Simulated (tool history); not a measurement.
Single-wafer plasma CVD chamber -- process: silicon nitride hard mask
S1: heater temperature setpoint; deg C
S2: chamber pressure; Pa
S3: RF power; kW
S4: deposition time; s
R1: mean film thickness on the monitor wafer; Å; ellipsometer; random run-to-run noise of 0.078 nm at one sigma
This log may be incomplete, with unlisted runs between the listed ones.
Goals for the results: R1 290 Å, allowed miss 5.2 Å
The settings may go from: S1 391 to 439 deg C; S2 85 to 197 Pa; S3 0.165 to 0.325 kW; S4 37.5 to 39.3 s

run 1 hour=0 | S1=415 S2=141 S3=0.245 S4=39.3 | R1=330.2
run 2 hour=8.8 | S1=415 S2=141 S3=0.265 S4=39.3 | R1=342.67
run 3 hour=15.4 | S1=415 S2=151 S3=0.265 S4=39.3 | R1=350.9
run 4 hour=22.3 | S1=415 S2=144 S3=0.26 S4=39.3 | R1=342.47
run 5 hour=26.3 | S1=415 S2=139 S3=0.255 S4=39.3 | R1=333.43
run 6 hour=29.4 | S1=415 S2=133 S3=0.255 S4=39.3 | R1=328.69
run 7 hour=30 | S1=415 S2=129 S3=0.255 S4=39.3 | R1=325.26
run 8 hour=31.7 | S1=415 S2=125 S3=0.255 S4=39.3 | R1=319.43
run 9 hour=39.3 | S1=415 S2=123 S3=0.255 S4=39.3 | R1=317.26
run 10 hour=44.3 | S1=415 S2=95 S3=0.25 S4=39.3 | R1=273.8
-- hour=51.8 thermocouple changed; heater temperature recalibrated
run 11 hour=51.8 | S1=415 S2=95 S3=0.25 S4=39.3 | R1=273.9
run 12 hour=59.2 | S1=415 S2=96 S3=0.25 S4=39.3 | R1=274.81
run 13 hour=68.1 | S1=415 S2=96 S3=0.25 S4=39.3 | R1=276.36
run 14 hour=74.5 | S1=415 S2=97 S3=0.25 S4=39.3 | R1=277.62

Next run, 5 choices. One meets every target within its allowed miss, the rest don't. Which?
run A hour=80.9 | S1=424 S2=96 S3=0.265 S4=38.9 | R1=?
run B hour=80.9 | S1=411 S2=100 S3=0.26 S4=39.3 | R1=?
run C hour=80.9 | S1=413 S2=115 S3=0.25 S4=39.3 | R1=?
run D hour=80.9 | S1=417 S2=111 S3=0.255 S4=39.3 | R1=?
run E hour=80.9 | S1=423 S2=116 S3=0.25 S4=39.3 | R1=?

move=A R1=280.35
move=B R1=288.99
move=C R1=303.75
move=D R1=301.09
move=E R1=303.87
A: an improvement on the last run, though not all results are within tolerance
B: meets every target
C: moves the result that the last run missed by most past its target, out the other side
D: moves the result that the last run missed by most past its target, out the other side
E: moves the result that the last run missed by most past its target, out the other side
Move B is the one to make.
